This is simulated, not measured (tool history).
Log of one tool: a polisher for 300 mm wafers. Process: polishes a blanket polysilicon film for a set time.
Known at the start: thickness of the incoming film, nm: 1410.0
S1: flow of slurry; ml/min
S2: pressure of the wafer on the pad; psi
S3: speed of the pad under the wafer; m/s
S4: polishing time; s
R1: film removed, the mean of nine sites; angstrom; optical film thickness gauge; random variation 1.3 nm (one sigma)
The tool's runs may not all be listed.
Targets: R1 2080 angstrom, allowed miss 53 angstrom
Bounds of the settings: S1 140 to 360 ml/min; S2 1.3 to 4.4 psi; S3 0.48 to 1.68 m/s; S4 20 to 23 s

run    day   S1   S2    S3  S4      R1
  1      0  230  2.8  1.08  23  1600.2
  2  0.358  180  2.8  1.08  23  1573.3
  3  0.646  180  2.8  1.08  20  1357.3
  4    0.7  210  3.1  1.08  20  1500.5
  5  1.071  215  3.5  1.08  20  1671.2
  6  1.179  170  3.5  1.08  20  1627.1
  7  1.517  190  3.8  1.08  20  1770.1
  8  1.642  205    4  1.08  20  1878.1
  9  2.004  220  4.1  1.08  20  1909.1
 10  2.229  220  4.2  1.08  20  1932.5
 11  2.567  220  4.3   1.1  20  2026.8

Which of these 4 next moves meets every target?
  A  2.904  205  4.1  1.14  20   ?
  B  2.904  225    4  1.06  21   ?
  C  2.904  190  3.9  1.22  21   ?
  D  2.904  185  4.4   0.9  23   ?

move      R1
   A  1984.4
   B  1932.8
   C  2102.2
   D    1971
A: further off than the last run
B: further off than the last run
C: meets every target
D: further off than the last run
The right move is C.
